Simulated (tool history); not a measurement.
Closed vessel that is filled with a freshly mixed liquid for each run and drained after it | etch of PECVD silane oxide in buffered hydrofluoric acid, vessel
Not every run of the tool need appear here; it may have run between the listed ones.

run,hour,temperature setpoint of the liquid (°C),parts of 40 % ammonium fluoride to one part of 49 % hydrofluoric acid (parts by volume),time in the liquid (s),thickness taken off the PECVD silane oxide on a monitor wafer (Å)
1,0,22,15,30,674.23
2,7.9,23.5,15,30,731.85
3,13.3,24.5,15,30,783.75
4,17.8,24.5,15,30,785.37
5,23.5,24.5,17,30,687.08
6,26.4,24.5,20.5,30,571.09
7,35.5,25.5,19.5,30,634.55

Run 8 is up next; what results do you expect?
8,43.6,26.5,18.5,30,?

{"run 8": {"thickness taken off the PECVD silane oxide on a monitor wafer (Å)": 698.22}}

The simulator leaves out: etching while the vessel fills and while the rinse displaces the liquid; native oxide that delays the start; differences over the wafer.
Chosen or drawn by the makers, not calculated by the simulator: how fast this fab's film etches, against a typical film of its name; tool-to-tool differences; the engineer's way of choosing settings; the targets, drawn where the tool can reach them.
